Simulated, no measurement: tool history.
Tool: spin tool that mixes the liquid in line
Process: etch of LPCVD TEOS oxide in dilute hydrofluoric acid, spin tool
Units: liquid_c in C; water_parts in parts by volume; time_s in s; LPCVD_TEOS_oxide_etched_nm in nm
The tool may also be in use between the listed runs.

{"run": 1, "hour": 0.0, "liquid_c": 20.0, "water_parts": 110, "time_s": 25, "LPCVD_TEOS_oxide_etched_nm": 3.6495}
{"run": 2, "hour": 2.9, "liquid_c": 21.0, "water_parts": 110, "time_s": 25, "LPCVD_TEOS_oxide_etched_nm": 3.7673}
{"run": 3, "hour": 10.4, "liquid_c": 22.0, "water_parts": 105, "time_s": 25, "LPCVD_TEOS_oxide_etched_nm": 4.1634}
{"run": 4, "hour": 11.4, "liquid_c": 20.5, "water_parts": 105, "time_s": 25, "LPCVD_TEOS_oxide_etched_nm": 3.8631}
{"run": 5, "hour": 16.9, "liquid_c": 20.5, "water_parts": 125, "time_s": 25, "LPCVD_TEOS_oxide_etched_nm": 3.1937}
{"run": 6, "hour": 20.3, "liquid_c": 18.5, "water_parts": 125, "time_s": 25, "LPCVD_TEOS_oxide_etched_nm": 2.9715}
{"run": 7, "hour": 29.0, "liquid_c": 19.5, "water_parts": 120, "time_s": 25, "LPCVD_TEOS_oxide_etched_nm": 3.2847}
{"run": 8, "hour": 31.9, "liquid_c": 20.5, "water_parts": 115, "time_s": 25, "LPCVD_TEOS_oxide_etched_nm": 3.4877}
{"run": 9, "hour": 35.5, "liquid_c": 21.5, "water_parts": 110, "time_s": 25, "LPCVD_TEOS_oxide_etched_nm": 3.8202}

Run 10 comes next. What will it give?
{"run": 10, "hour": 36.3, "liquid_c": 22.0, "water_parts": 105, "time_s": 25, "LPCVD_TEOS_oxide_etched_nm": "?"}

{"run 10": {"LPCVD_TEOS_oxide_etched_nm": 4.0949}}
